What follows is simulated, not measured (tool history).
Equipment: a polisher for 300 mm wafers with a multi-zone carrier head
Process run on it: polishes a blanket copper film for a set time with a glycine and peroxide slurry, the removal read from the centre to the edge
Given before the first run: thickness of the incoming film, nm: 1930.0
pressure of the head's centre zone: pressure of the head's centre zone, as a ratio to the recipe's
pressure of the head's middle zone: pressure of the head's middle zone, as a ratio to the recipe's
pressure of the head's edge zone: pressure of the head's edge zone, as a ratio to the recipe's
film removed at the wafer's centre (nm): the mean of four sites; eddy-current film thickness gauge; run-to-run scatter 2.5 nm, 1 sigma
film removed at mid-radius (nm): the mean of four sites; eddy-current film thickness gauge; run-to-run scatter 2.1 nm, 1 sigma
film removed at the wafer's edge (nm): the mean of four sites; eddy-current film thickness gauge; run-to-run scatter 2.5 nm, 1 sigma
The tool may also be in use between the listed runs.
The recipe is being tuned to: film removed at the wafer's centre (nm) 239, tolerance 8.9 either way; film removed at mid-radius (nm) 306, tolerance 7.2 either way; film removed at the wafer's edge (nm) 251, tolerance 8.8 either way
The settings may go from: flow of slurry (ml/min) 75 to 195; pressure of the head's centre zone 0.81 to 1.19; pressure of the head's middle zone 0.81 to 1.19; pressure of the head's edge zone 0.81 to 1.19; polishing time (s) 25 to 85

| run | day | flow of slurry (ml/min) | pressure of the head's centre zone | pressure of the head's middle zone | pressure of the head's edge zone | polishing time (s) | film removed at the wafer's centre (nm) | film removed at mid-radius (nm) | film removed at the wafer's edge (nm) |
|---|---|---|---|---|---|---|---|---|---|
| 1 | 0 | 125 | 1 | 1 | 1 | 55 | 227.39 | 224.52 | 219.21 |
| 2 | 0.242 | 140 | 0.98 | 1.05 | 1.02 | 55 | 231.87 | 234.52 | 227.38 |
| 3 | 0.417 | 145 | 0.94 | 1.08 | 0.98 | 57 | 231.18 | 257.41 | 225.98 |
| 4 | 0.667 | 145 | 0.94 | 1 | 0.98 | 57 | 233.04 | 237.78 | 226.04 |
| 5 | 0.988 | 115 | 0.94 | 1 | 0.98 | 57 | 217.28 | 224.04 | 221.03 |
| 6 | 1.262 | 135 | 0.94 | 1 | 0.98 | 57 | 225.59 | 233.34 | 228.29 |
| 7 | 1.492 | 145 | 0.92 | 1.05 | 0.99 | 58 | 232.93 | 251.97 | 235.53 |
| 8 | 1.783 | 155 | 0.9 | 1.08 | 0.99 | 58 | 230.02 | 265.06 | 238.75 |
| 9 | 1.862 | 165 | 0.89 | 1.1 | 0.99 | 58 | 231.41 | 269.58 | 240.07 |

4 candidate next runs follow, results not yet known. Just one meets every target within its allowed miss. Identify it.
| A | 1.942 | 180 | 0.86 | 1.16 | 0.94 | 62 | ? | ? | ? |
| B | 1.942 | 150 | 0.88 | 0.96 | 0.97 | 62 | ? | ? | ? |
| C | 1.942 | 135 | 0.88 | 1.1 | 1.1 | 59 | ? | ? | ? |
| D | 1.942 | 170 | 0.98 | 1.05 | 1.03 | 53 | ? | ? | ? |

| move | film removed at the wafer's centre (nm) | film removed at mid-radius (nm) | film removed at the wafer's edge (nm) |
|---|---|---|---|
| A | 241.8 | 301.3 | 246.75 |
| B | 238 | 247.98 | 245.05 |
| C | 220.97 | 258.85 | 243.58 |
| D | 233.05 | 234 | 219.12 |
A: meets every target
B: further off than the last run
C: further off than the last run
D: further off than the last run
Answer: A
